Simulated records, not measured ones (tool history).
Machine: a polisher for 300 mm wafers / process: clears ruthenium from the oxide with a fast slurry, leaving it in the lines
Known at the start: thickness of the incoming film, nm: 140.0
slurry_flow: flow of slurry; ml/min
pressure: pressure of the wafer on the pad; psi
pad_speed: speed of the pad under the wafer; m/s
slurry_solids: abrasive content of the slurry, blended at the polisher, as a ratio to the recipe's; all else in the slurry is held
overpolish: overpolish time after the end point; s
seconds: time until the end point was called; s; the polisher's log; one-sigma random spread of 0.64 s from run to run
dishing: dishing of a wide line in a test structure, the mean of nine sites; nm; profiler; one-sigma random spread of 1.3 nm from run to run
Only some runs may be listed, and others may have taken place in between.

{"run": 1, "day": 0.0, "slurry_flow": 265, "pressure": 1.9, "pad_speed": 1.08, "slurry_solids": 1, "overpolish": 24, "seconds": 42.548, "dishing": 55.23}
{"run": 2, "day": 0.179, "slurry_flow": 265, "pressure": 1.7, "pad_speed": 1.08, "slurry_solids": 1, "overpolish": 28, "seconds": 48.189, "dishing": 58.117}
{"run": 3, "day": 0.438, "slurry_flow": 265, "pressure": 1.6, "pad_speed": 1.08, "slurry_solids": 1, "overpolish": 31, "seconds": 50.231, "dishing": 59.646}
{"run": 4, "day": 0.504, "slurry_flow": 265, "pressure": 1.3, "pad_speed": 1.08, "slurry_solids": 1, "overpolish": 31, "seconds": 62.347, "dishing": 49.564}
{"run": 5, "day": 0.533, "slurry_flow": 265, "pressure": 1.3, "pad_speed": 1.08, "slurry_solids": 1, "overpolish": 34, "seconds": 61.574, "dishing": 52.684}
{"run": 6, "day": 0.604, "slurry_flow": 235, "pressure": 1.3, "pad_speed": 1.08, "slurry_solids": 1, "overpolish": 34, "seconds": 63.3, "dishing": 56.021}
{"run": 7, "day": 0.646, "slurry_flow": 230, "pressure": 1.3, "pad_speed": 1.08, "slurry_solids": 1, "overpolish": 35, "seconds": 62.648, "dishing": 55.95}

Estimate the outcome of run 8 from the log above:
{"run": 8, "day": 0.796, "slurry_flow": 225, "pressure": 1.3, "pad_speed": 1.08, "slurry_solids": 1, "overpolish": 36, "seconds": "?", "dishing": "?"}

Run 8 gave seconds 63.666 s, dishing 57.377 nm.

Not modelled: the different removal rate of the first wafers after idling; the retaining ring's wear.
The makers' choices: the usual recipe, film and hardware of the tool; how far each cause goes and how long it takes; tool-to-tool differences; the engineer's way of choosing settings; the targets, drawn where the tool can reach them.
